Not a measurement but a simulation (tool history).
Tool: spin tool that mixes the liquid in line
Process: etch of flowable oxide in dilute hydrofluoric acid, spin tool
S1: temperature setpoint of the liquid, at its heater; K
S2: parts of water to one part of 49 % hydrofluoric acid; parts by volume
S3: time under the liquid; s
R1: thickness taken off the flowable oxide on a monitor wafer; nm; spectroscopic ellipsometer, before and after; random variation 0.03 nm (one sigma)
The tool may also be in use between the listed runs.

run,hour,S1,S2,S3,R1
1,0,294.15,290,125,6.669
2,1.8,293.65,300,125,6.2774
3,8.7,293.15,310,125,5.916
4,11.6,292.65,315,125,5.6602
5,17.9,292.65,315,135,6.1121
6,20.6,290.15,315,135,5.6484
7,29.2,290.15,325,135,5.3856
8,33,290.15,330,135,5.3132

The next listed run, before its measurement:
9,38.7,290.15,335,135,?

{"run 9": {"R1": 5.1254}}
